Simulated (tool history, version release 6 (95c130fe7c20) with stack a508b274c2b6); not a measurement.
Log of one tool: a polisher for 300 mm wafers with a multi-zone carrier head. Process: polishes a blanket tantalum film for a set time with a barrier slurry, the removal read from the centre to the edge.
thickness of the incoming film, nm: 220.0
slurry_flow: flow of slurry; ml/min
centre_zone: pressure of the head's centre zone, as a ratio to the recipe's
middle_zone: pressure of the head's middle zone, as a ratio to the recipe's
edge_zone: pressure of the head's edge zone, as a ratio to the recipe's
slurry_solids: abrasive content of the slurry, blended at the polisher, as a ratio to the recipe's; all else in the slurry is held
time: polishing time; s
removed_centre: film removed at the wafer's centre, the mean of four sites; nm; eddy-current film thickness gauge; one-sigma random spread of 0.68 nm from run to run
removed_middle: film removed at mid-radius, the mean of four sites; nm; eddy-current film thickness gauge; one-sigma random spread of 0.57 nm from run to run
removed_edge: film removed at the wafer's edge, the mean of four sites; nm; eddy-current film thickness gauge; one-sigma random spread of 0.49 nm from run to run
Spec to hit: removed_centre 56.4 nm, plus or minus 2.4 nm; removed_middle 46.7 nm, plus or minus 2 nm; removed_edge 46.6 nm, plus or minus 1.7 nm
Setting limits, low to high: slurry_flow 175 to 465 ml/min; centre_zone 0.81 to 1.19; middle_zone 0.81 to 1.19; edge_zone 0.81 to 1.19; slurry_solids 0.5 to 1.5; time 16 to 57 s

run	hour	slurry_flow	centre_zone	middle_zone	edge_zone	slurry_solids	time	removed_centre	removed_middle	removed_edge
1	0	295	1	1	1	1	36	75.277	77.688	73.498
2	1.2	295	1.01	0.99	0.99	0.95	35	70.831	72.904	68.6
3	8.4	295	1.01	0.99	0.99	0.95	30	62.043	61.034	59.749
4	13.9	295	1.02	0.98	0.97	0.9	30	61.589	60.879	58.619
5	22.9	295	1.04	0.97	0.96	0.85	30	60.722	59	57.581
6	23.4	295	1.04	0.97	0.88	0.85	30	60.038	59.207	55.106
7	25.1	295	1.06	0.96	0.87	0.8	30	61.568	57.925	54.465
8	33.8	295	1.07	0.95	0.87	0.75	30	58.446	54.465	52.244
9	35.2	290	1.16	0.88	0.81	0.65	30	60.893	48.595	47.636
10	43.4	290	1.15	0.88	0.81	0.65	30	59.433	49.16	48.314

Next run, 4 choices. One meets every target within its allowed miss, the rest don't. Which?
A	51.6	260	1.09	0.87	0.91	0.95	26	?	?	?
B	51.6	245	1.09	0.89	0.88	0.55	35	?	?	?
C	51.6	270	1.11	0.81	0.99	0.6	30	?	?	?
D	51.6	265	1.15	0.88	0.86	0.6	30	?	?	?

move	removed_centre	removed_middle	removed_edge
A	57.663	49.374	49.942
B	60.538	52.636	51.881
C	55.881	44.855	49.016
D	57.838	47.253	46.498
A: brings the result that was furthest off to its target, and leaves another outside
B: its largest miss is bigger than the last run's
C: brings the result that was furthest off to its target, and leaves another outside
D: all results land within tolerance of their targets
D is the move that brings every result within its allowed miss.
